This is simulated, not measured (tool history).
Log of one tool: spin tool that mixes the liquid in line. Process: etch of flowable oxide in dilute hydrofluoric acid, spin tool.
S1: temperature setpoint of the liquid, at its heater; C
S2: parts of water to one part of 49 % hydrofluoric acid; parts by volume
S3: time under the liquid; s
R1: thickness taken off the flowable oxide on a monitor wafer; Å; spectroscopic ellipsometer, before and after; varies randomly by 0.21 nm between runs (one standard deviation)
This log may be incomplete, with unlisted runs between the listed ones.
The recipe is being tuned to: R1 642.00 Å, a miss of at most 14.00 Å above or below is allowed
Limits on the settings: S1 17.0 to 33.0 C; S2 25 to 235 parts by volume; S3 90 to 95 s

| run | day | S1 | S2 | S3 | R1 |
|---|---|---|---|---|---|
| 1 | 0.000 | 25.0 | 130 | 90 | 273.17 |
| 2 | 0.179 | 26.5 | 120 | 90 | 315.22 |
| 3 | 0.529 | 27.5 | 110 | 90 | 362.67 |
| 4 | 0.688 | 27.5 | 130 | 90 | 301.42 |
| 5 | 0.942 | 25.0 | 130 | 90 | 271.88 |
| 6 | 1.050 | 25.0 | 150 | 90 | 231.78 |
|  | 1.417 | thermometer replaced |
| 7 | 1.417 | 26.5 | 135 | 90 | 256.13 |
| 8 | 1.592 | 30.0 | 85 | 95 | 523.27 |
| 9 | 1.838 | 30.5 | 85 | 95 | 532.55 |
| 10 | 2.208 | 31.0 | 85 | 95 | 544.31 |
| 11 | 2.246 | 33.0 | 75 | 95 | 672.44 |
| 12 | 2.329 | 32.5 | 75 | 95 | 663.51 |

Consider the 4 candidate settings below. Which is the only one whose results all fall within their allowed miss of target?
| A | 2.412 | 31.5 | 75 | 95 | ? |
| B | 2.412 | 31.5 | 75 | 90 | ? |
| C | 2.412 | 32.5 | 70 | 90 | ? |
| D | 2.412 | 33.0 | 75 | 95 | ? |

| move | R1 |
|---|---|
| A | 635.90 |
| B | 602.43 |
| C | 675.53 |
| D | 672.79 |
A: every result within its allowed miss
B: carries the result that was furthest off beyond its target, to the other side
C: its largest miss is bigger than the last run's
D: its largest miss is bigger than the last run's
Answer: A

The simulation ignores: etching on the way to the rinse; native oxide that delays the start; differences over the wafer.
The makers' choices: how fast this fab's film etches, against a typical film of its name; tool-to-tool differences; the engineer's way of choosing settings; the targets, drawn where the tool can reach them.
